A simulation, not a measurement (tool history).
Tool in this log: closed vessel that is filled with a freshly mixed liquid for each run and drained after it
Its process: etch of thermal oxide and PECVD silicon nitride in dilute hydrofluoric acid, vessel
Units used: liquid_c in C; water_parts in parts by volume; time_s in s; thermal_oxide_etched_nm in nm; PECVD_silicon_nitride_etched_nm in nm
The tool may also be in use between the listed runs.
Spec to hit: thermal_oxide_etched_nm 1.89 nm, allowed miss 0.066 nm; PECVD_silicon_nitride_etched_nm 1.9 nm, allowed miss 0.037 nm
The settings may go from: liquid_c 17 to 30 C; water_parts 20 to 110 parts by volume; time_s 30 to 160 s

| run | hour | liquid_c | water_parts | time_s | thermal_oxide_etched_nm | PECVD_silicon_nitride_etched_nm |
|---|---|---|---|---|---|---|
| 1 | 0 | 22 | 60 | 80 | 6.0657 | 6.5142 |
| 2 | 8.7 | 21 | 70 | 80 | 4.9101 | 5.2052 |
| 3 | 14.9 | 23.5 | 70 | 80 | 5.4553 | 6.1213 |
| 4 | 22 | 22 | 80 | 80 | 4.4444 | 4.913 |
| 5 | 30.1 | 20.5 | 80 | 80 | 4.1886 | 4.4047 |
| 6 | 38.3 | 20.5 | 95 | 80 | 3.4839 | 3.7169 |
| 7 | 42.7 | 20 | 100 | 75 | 3.0235 | 3.2358 |
| 8 | 51.7 | 19.5 | 100 | 70 | 2.805 | 2.9256 |
| 9 | 59.2 | 19 | 100 | 65 | 2.544 | 2.6099 |
| 10 | 64.7 | 19 | 100 | 65 | 2.4881 | 2.5903 |
| 11 | 67.9 | 18.5 | 100 | 65 | 2.3988 | 2.4995 |
| 12 | 71.9 | 18 | 100 | 65 | 2.4371 | 2.4334 |
| 13 | 74.7 | 18 | 100 | 65 | 2.3981 | 2.4123 |
| 14 | 83.2 | 17.5 | 105 | 60 | 2.0538 | 2.062 |
| 15 | 84.8 | 17.5 | 110 | 60 | 1.9666 | 1.9829 |

Below are 5 possible settings for the next run. Only one of them brings all results inside the allowed miss of their targets. Which is it?
| A | 86.4 | 18 | 100 | 55 | ? | ? |
| B | 86.4 | 17 | 110 | 60 | ? | ? |
| C | 86.4 | 21.5 | 105 | 45 | ? | ? |
| D | 86.4 | 18 | 95 | 50 | ? | ? |
| E | 86.4 | 19.5 | 110 | 55 | ? | ? |

| move | thermal_oxide_etched_nm | PECVD_silicon_nitride_etched_nm |
|---|---|---|
| A | 2.0489 | 2.0749 |
| B | 1.9284 | 1.9255 |
| C | 1.8334 | 2.0548 |
| D | 1.9712 | 1.9826 |
| E | 1.9608 | 2.0963 |
A: misses by more than the last run did
B: in spec on every target
C: misses by more than the last run did
D: just as far off the targets as the last run
E: misses by more than the last run did
Go with B: it meets all targets.
